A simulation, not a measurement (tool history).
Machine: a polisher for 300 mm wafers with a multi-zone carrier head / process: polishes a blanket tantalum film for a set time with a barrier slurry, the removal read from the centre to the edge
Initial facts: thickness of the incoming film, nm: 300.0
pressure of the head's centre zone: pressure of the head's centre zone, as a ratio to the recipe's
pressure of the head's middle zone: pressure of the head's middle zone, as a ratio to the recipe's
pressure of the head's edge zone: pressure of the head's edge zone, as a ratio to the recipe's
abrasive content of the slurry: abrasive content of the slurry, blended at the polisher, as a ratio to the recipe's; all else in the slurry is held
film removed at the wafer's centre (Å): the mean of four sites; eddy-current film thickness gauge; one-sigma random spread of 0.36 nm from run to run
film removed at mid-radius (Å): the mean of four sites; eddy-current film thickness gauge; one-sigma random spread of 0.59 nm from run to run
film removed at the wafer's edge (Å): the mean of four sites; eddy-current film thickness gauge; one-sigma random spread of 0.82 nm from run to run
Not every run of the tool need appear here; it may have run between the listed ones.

| run | day | flow of slurry (ml/min) | pressure of the head's centre zone | pressure of the head's middle zone | pressure of the head's edge zone | abrasive content of the slurry | polishing time (s) | film removed at the wafer's centre (Å) | film removed at mid-radius (Å) | film removed at the wafer's edge (Å) |
|---|---|---|---|---|---|---|---|---|---|---|
| 1 | 0.000 | 320 | 1.00 | 1.00 | 1.00 | 1.00 | 40 | 950.17 | 951.21 | 989.66 |
| 2 | 0.300 | 250 | 1.00 | 1.00 | 1.00 | 1.00 | 40 | 912.63 | 929.75 | 924.87 |
| 3 | 0.679 | 280 | 1.00 | 1.00 | 1.00 | 1.00 | 40 | 923.92 | 932.24 | 955.67 |
| 4 | 0.917 | 265 | 0.97 | 0.99 | 0.99 | 0.90 | 38 | 826.58 | 849.90 | 846.31 |
| 5 | 1.258 | 265 | 0.97 | 0.99 | 0.99 | 1.05 | 38 | 868.84 | 891.62 | 906.90 |
| 6 | 1.392 | 265 | 0.97 | 0.99 | 0.99 | 1.15 | 38 | 898.41 | 917.54 | 925.99 |
| 7 | 1.708 | 255 | 0.94 | 0.99 | 0.99 | 1.05 | 36 | 795.83 | 838.44 | 876.93 |
| 8 | 1.846 | 245 | 0.92 | 0.99 | 0.97 | 0.95 | 35 | 731.59 | 783.83 | 791.27 |
| 9 | 1.871 | 240 | 0.90 | 0.99 | 0.97 | 0.85 | 34 | 664.12 | 755.16 | 753.79 |
| 10 | 1.917 | 235 | 0.89 | 0.98 | 0.96 | 0.80 | 33 | 630.46 | 683.21 | 704.71 |
| 11 | 2.071 | 245 | 0.81 | 1.08 | 0.97 | 0.55 | 29 | 437.41 | 572.13 | 533.20 |
| 12 | 2.421 | 245 | 0.82 | 1.07 | 0.98 | 0.55 | 29 | 444.35 | 567.49 | 542.81 |
| 13 | 2.746 | 245 | 0.83 | 1.07 | 0.99 | 0.55 | 29 | 446.95 | 557.43 | 533.49 |
| 14 | 2.925 | 250 | 0.83 | 1.06 | 0.98 | 0.60 | 29 | 467.95 | 585.00 | 561.35 |

Estimate the outcome of run 15 from the log above:
| 15 | 3.088 | 260 | 0.83 | 1.06 | 0.98 | 0.60 | 29 | ? | ? | ? |

{"run 15": {"film removed at the wafer's centre (Å)": 473.41, "film removed at mid-radius (Å)": 593.69, "film removed at the wafer's edge (Å)": 561.26}}
